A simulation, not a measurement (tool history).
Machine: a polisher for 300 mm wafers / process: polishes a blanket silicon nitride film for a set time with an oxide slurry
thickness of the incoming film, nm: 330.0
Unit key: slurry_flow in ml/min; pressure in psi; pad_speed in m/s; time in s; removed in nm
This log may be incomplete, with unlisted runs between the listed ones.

run 1 hour=0 | slurry_flow=200 pressure=3.7 pad_speed=1.26 slurry_solids=1 time=46 | removed=32.445
run 2 hour=3.4 | slurry_flow=200 pressure=3.7 pad_speed=1.26 slurry_solids=0.8 time=46 | removed=30.115
run 3 hour=8.8 | slurry_flow=165 pressure=3.7 pad_speed=1.26 slurry_solids=0.8 time=46 | removed=29.471
run 4 hour=11 | slurry_flow=165 pressure=2.9 pad_speed=1.26 slurry_solids=0.8 time=46 | removed=23.134
-- hour=16.2 slurry nozzle cleaned
run 5 hour=16.2 | slurry_flow=165 pressure=3.2 pad_speed=1.26 slurry_solids=0.8 time=46 | removed=28.029
run 6 hour=18.7 | slurry_flow=165 pressure=3.4 pad_speed=1.26 slurry_solids=0.8 time=46 | removed=29.9
run 7 hour=26 | slurry_flow=160 pressure=3.5 pad_speed=1.26 slurry_solids=0.8 time=46 | removed=30.616

Run 8, settings as shown, results not yet in. Your forecast:
run 8 hour=33.5 | slurry_flow=155 pressure=3.6 pad_speed=1.26 slurry_solids=0.8 time=46 | removed=?

removed: 31.193 nm

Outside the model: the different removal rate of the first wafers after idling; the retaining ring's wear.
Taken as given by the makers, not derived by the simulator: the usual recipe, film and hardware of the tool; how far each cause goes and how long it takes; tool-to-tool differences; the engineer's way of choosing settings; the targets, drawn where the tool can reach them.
